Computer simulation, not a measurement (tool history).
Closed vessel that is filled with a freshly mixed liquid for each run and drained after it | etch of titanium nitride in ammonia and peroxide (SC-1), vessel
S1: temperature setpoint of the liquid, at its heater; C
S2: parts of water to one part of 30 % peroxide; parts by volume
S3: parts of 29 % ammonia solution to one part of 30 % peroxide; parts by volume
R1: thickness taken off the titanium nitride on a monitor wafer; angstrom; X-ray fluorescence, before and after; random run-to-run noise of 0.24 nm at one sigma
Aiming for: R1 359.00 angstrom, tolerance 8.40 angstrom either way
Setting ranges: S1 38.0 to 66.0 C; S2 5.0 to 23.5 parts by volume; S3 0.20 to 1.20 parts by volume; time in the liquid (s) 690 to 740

Run 1, hour 0.0: S1 50.0 C, S2 13.0 parts by volume, S3 0.90 parts by volume, time in the liquid (s) 690. Result: R1 630.79 angstrom.
Run 2, hour 6.5: S1 49.0 C, S2 13.0 parts by volume, S3 0.90 parts by volume, time in the liquid (s) 690. Result: R1 592.50 angstrom.
Run 3, hour 9.9: S1 48.0 C, S2 13.0 parts by volume, S3 0.90 parts by volume, time in the liquid (s) 690. Result: R1 549.24 angstrom.
Run 4, hour 19.0: S1 47.5 C, S2 13.0 parts by volume, S3 0.90 parts by volume, time in the liquid (s) 690. Result: R1 526.35 angstrom.
Run 5, hour 23.2: S1 47.0 C, S2 13.0 parts by volume, S3 0.90 parts by volume, time in the liquid (s) 690. Result: R1 509.48 angstrom.
Run 6, hour 32.3: S1 46.5 C, S2 13.0 parts by volume, S3 0.90 parts by volume, time in the liquid (s) 690. Result: R1 492.08 angstrom.
Run 7, hour 33.8: S1 46.0 C, S2 13.0 parts by volume, S3 0.90 parts by volume, time in the liquid (s) 690. Result: R1 476.04 angstrom.
Run 8, hour 38.6: S1 45.5 C, S2 13.0 parts by volume, S3 0.90 parts by volume, time in the liquid (s) 690. Result: R1 459.81 angstrom.
Run 9, hour 48.0: S1 45.0 C, S2 13.0 parts by volume, S3 0.90 parts by volume, time in the liquid (s) 690. Result: R1 440.82 angstrom.
Run 10, hour 52.1: S1 44.5 C, S2 13.0 parts by volume, S3 0.90 parts by volume, time in the liquid (s) 690. Result: R1 423.39 angstrom.
Run 11, hour 61.3: S1 43.0 C, S2 13.0 parts by volume, S3 0.90 parts by volume, time in the liquid (s) 690. Result: R1 387.69 angstrom.
Run 12, hour 62.7: S1 42.5 C, S2 13.0 parts by volume, S3 0.90 parts by volume, time in the liquid (s) 690. Result: R1 371.94 angstrom.

Exercise: of the 4 proposed moves below, exactly one satisfies all targets within the stated allowed misses. Which move is it?
Run A, hour 64.1: S1 45.0 C, S2 18.5 parts by volume, S3 0.80 parts by volume, time in the liquid (s) 690. Result: R1 ?.
Run B, hour 64.1: S1 43.5 C, S2 14.5 parts by volume, S3 0.70 parts by volume, time in the liquid (s) 715. Result: R1 ?.
Run C, hour 64.1: S1 44.5 C, S2 17.5 parts by volume, S3 1.10 parts by volume, time in the liquid (s) 700. Result: R1 ?.
Run D, hour 64.1: S1 44.0 C, S2 15.5 parts by volume, S3 1.05 parts by volume, time in the liquid (s) 690. Result: R1 ?.

move      R1
   A  357.81
   B  370.89
   C  381.13
   D  383.60
A: each result inside its tolerance
B: closes in on the targets versus the last run, not all within tolerance yet
C: lands further from the targets than the last run did
D: lands further from the targets than the last run did
A is the move that brings every result within its allowed miss.

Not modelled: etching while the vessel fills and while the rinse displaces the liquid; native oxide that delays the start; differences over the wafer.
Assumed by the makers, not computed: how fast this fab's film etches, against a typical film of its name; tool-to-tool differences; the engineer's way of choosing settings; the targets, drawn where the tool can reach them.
